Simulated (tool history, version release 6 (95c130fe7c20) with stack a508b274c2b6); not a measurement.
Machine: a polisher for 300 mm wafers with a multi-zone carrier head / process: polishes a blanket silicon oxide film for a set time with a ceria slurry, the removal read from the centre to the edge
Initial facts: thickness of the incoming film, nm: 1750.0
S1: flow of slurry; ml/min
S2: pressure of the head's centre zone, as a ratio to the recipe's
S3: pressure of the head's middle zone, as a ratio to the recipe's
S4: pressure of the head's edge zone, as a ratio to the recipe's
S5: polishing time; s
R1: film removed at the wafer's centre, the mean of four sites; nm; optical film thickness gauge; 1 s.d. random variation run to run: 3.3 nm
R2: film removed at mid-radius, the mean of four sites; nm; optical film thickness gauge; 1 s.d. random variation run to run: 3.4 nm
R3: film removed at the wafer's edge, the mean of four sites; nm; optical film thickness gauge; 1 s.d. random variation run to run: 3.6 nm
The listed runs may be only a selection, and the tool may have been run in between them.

run	hour	S1	S2	S3	S4	S5	R1	R2	R3
1	0	175	1	1	1	54	399.79	381.6	373.79
2	7.9	180	0.97	1	1.05	55	395.55	390.73	390.38
3	15.8	145	0.97	1	1.05	55	377.06	373.42	379.88
4	16.7	145	0.97	1	1.05	60	411.59	409.35	420.27
5	17.9	145	0.92	1	1.05	60	387.78	412.17	415.54
6	26.8	145	0.92	1.04	1.05	60	396.72	419.88	416.17
7	32	145	0.92	1.04	1.05	60	392.09	414.28	413.46
8	40	145	0.92	1.02	1.08	60	391.01	415.41	420.9

Estimate the outcome of run 9 from the log above:
9	47.1	145	0.92	1	1.11	60	?	?	?

Run 9 yielded R1 391.98 nm, R2 406.63 nm, R3 421.74 nm.
